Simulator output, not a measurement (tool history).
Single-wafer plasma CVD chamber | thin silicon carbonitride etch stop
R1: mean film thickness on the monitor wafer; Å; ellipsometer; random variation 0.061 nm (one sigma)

{"run": 1, "hour": 0.0, "RF power (kW)": 0.225, "deposition time (s)": 20.1, "R1": 115.79}
{"run": 2, "hour": 8.3, "RF power (kW)": 0.24, "deposition time (s)": 20.1, "R1": 117.6}
{"run": 3, "hour": 10.3, "RF power (kW)": 0.25, "deposition time (s)": 20.6, "R1": 123.23}
{"run": 4, "hour": 16.6, "RF power (kW)": 0.25, "deposition time (s)": 18.4, "R1": 110.53}
{"run": 5, "hour": 24.8, "RF power (kW)": 0.23, "deposition time (s)": 18.4, "R1": 106.65}
{"run": 6, "hour": 25.8, "RF power (kW)": 0.24, "deposition time (s)": 19.1, "R1": 112.28}

The next listed run, before its measurement:
{"run": 7, "hour": 27.7, "RF power (kW)": 0.25, "deposition time (s)": 19.7, "R1": "?"}

Run 7 gave R1 117.08 Å.
